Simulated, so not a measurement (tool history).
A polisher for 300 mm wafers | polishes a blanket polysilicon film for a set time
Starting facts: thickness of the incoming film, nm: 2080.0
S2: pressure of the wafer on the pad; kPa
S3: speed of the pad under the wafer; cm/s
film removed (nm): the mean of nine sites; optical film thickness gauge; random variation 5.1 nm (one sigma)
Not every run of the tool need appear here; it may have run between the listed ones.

{"run": 1, "hour": 0.0, "flow of slurry (ml/min)": 230, "S2": 17.9, "S3": 78, "polishing time (s)": 109, "film removed (nm)": 599.1}
{"run": 2, "hour": 4.6, "flow of slurry (ml/min)": 230, "S2": 17.9, "S3": 78, "polishing time (s)": 114, "film removed (nm)": 641.61}
{"run": 3, "hour": 8.3, "flow of slurry (ml/min)": 230, "S2": 17.9, "S3": 70, "polishing time (s)": 114, "film removed (nm)": 596.28}
{"run": 4, "hour": 14.3, "flow of slurry (ml/min)": 175, "S2": 17.9, "S3": 70, "polishing time (s)": 114, "film removed (nm)": 576.48}
{"run": 5, "hour": 15.8, "flow of slurry (ml/min)": 175, "S2": 15.9, "S3": 70, "polishing time (s)": 114, "film removed (nm)": 516.68}
{"run": 6, "hour": 18.5, "flow of slurry (ml/min)": 175, "S2": 15.9, "S3": 70, "polishing time (s)": 109, "film removed (nm)": 506.75}
{"run": 7, "hour": 26.2, "flow of slurry (ml/min)": 175, "S2": 13.8, "S3": 70, "polishing time (s)": 109, "film removed (nm)": 461.89}

What will run 8 give?
{"run": 8, "hour": 31.3, "flow of slurry (ml/min)": 175, "S2": 9.7, "S3": 68, "polishing time (s)": 109, "film removed (nm)": "?"}

Logged for run 8: film removed (nm) 358.17.
